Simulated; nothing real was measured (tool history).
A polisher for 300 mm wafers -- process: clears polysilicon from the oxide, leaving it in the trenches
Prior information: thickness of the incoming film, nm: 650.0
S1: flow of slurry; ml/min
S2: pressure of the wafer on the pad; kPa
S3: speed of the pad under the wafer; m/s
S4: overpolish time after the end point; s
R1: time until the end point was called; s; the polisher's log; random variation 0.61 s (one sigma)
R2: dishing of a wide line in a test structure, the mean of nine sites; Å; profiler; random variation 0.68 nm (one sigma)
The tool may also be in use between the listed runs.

run 1 day=0 | S1=205 S2=15.9 S3=1.18 S4=18 | R1=57.284 R2=477.49
run 2 day=0.192 | S1=205 S2=15.9 S3=1.38 S4=18 | R1=49.178 R2=443.81
run 3 day=0.296 | S1=205 S2=12.4 S3=1.38 S4=18 | R1=61.751 R2=472.62
run 4 day=0.508 | S1=185 S2=12.4 S3=1.42 S4=15 | R1=60.273 R2=452.03
run 5 day=0.588 | S1=185 S2=9 S3=1.42 S4=15 | R1=78.642 R2=420.98
run 6 day=0.821 | S1=170 S2=9 S3=1.52 S4=13 | R1=74.723 R2=433.48

Estimate the outcome of run 7 from the log above:
run 7 day=0.933 | S1=225 S2=13.1 S3=1.22 S4=22 | R1=? R2=?

R1: 65.153 s
R2: 450.09 Å

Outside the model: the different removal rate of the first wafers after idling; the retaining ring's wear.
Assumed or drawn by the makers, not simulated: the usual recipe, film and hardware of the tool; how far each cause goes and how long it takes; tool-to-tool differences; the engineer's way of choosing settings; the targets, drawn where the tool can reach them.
